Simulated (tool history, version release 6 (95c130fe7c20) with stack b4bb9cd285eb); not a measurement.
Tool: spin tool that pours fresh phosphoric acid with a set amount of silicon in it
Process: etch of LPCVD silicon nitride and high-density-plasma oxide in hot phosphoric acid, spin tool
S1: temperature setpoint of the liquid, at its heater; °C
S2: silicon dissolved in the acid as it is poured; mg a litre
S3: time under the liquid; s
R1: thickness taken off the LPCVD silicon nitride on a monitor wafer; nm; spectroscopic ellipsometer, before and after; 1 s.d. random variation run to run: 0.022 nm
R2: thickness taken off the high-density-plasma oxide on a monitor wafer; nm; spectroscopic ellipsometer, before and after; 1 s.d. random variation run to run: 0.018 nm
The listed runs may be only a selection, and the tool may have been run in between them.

run    day     S1    S2  S3      R1        R2
  1      0    160  12.5  45  3.9973     0.133
  2  0.054  159.5  12.5  40   3.503   0.06877
  3  0.283  159.5  12.5  25  2.1786  0.058759
  4  0.638  158.5  12.5  25  2.0665  0.042271
  5    0.7  157.5  12.5  25  2.0266  0.050859
  6  0.996  158.5  11.5  25  2.0804  0.046423

Run 7, settings as shown, results not yet in. Your forecast:
  7  1.021  159  12  25   ?   ?

Run 7 yielded R1 2.1184 nm, R2 0.052322 nm.
